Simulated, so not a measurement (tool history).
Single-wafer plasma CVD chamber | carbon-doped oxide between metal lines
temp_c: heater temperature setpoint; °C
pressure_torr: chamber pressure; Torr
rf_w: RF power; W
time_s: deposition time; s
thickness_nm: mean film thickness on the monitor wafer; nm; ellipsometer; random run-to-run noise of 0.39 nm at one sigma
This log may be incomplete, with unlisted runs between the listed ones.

run	hour	temp_c	pressure_torr	rf_w	time_s	thickness_nm
1	0	325	4.31	550	29.6	166.8
2	4.9	325	4.31	550	30.6	172.87
3	7.4	326	4.22	545	30.6	170.97
4	9.8	335	4.22	545	30.6	165.06
5	14.4	342	4.22	545	30.6	160.74
6	23.2	342	3.76	545	30.6	158.28
7	23.7	342	3.73	545	30.6	157.7

For run 8, what comes out?
8	28.8	342	3.73	545	30.6	?

Logged for run 8: thickness_nm 157.38 nm.
